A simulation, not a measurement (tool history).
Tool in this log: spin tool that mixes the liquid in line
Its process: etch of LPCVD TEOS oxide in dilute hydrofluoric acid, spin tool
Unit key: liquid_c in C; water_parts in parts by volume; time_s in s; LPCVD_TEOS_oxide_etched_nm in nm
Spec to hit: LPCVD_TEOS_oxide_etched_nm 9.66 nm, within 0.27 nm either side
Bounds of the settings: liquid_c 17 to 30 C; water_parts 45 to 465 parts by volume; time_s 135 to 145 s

run,hour,liquid_c,water_parts,time_s,LPCVD_TEOS_oxide_etched_nm
1,0,22,255,135,13.095
2,3.7,24.5,255,135,14.274
3,12.2,23,255,135,13.518
4,14.3,23,255,145,14.557
5,19.5,21.5,265,145,13.165
6,25.7,21.5,265,145,13.183
7,26.7,20.5,270,145,12.358
# hour 30.8: thermometer replaced
8,30.8,19.5,275,145,12.37
9,35.2,19.5,275,145,12.366
10,40.2,19,285,145,11.592
11,41.2,18.5,295,145,10.817

Pick the move, out of 5, that brings all results within their allowed miss; only one does.
A,42.2,18,310,140,?
B,42.2,19.5,295,135,?
C,42.2,19,340,140,?
D,42.2,17,295,145,?
E,42.2,19.5,340,140,?

move,LPCVD_TEOS_oxide_etched_nm
A,9.7014
B,10.528
C,8.9461
D,10.298
E,9.109
A: meets every target
B: nearer the targets than the last run, but a result is still out of spec
C: pushes the last run's worst result past its target
D: nearer the targets than the last run, but a result is still out of spec
E: pushes the last run's worst result past its target
Move A is the one to make.
